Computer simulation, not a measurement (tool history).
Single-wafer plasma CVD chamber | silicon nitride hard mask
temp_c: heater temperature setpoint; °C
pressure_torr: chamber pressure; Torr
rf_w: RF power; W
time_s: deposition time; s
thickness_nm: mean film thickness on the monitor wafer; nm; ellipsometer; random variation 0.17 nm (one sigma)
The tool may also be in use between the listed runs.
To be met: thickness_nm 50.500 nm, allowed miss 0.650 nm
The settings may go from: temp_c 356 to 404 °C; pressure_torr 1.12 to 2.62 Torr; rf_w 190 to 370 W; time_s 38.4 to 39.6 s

| run | day | temp_c | pressure_torr | rf_w | time_s | thickness_nm |
|---|---|---|---|---|---|---|
| 1 | 0.000 | 380 | 1.87 | 280 | 38.4 | 45.277 |
| 2 | 0.275 | 380 | 1.87 | 280 | 39.6 | 46.824 |
| 3 | 0.625 | 380 | 1.93 | 280 | 39.6 | 47.200 |
| 4 | 0.925 | 390 | 1.93 | 280 | 39.6 | 46.919 |
| 5 | 1.267 | 390 | 1.93 | 280 | 39.6 | 46.940 |
| 6 | 1.579 | 390 | 1.99 | 280 | 39.6 | 47.284 |
| 7 | 1.825 | 390 | 2.04 | 280 | 39.6 | 47.367 |
| 8 | 2.121 | 390 | 2.10 | 280 | 39.6 | 47.945 |
| 9 | 2.238 | 390 | 2.14 | 280 | 39.6 | 47.897 |
| 10 | 2.333 | 390 | 2.19 | 280 | 39.6 | 48.360 |
| 11 | 2.692 | 390 | 2.23 | 280 | 39.6 | 48.681 |
| 12 | 2.817 | 390 | 2.26 | 280 | 39.6 | 48.530 |
| 13 | 3.138 | 390 | 2.30 | 280 | 39.6 | 48.808 |
| 14 | 3.254 | 390 | 2.33 | 280 | 39.6 | 48.761 |

Which of these 4 next moves meets every target?
| A | 3.371 | 385 | 2.34 | 295 | 39.6 | ? |
| B | 3.371 | 403 | 2.41 | 270 | 39.6 | ? |
| C | 3.371 | 392 | 2.25 | 290 | 39.6 | ? |
| D | 3.371 | 391 | 2.42 | 295 | 39.6 | ? |

| move | thickness_nm |
|---|---|
| A | 51.610 |
| B | 47.350 |
| C | 50.219 |
| D | 51.881 |
A: takes the result that was furthest off past its target
B: further off than the last run
C: meets every target
D: takes the result that was furthest off past its target
Answer: C
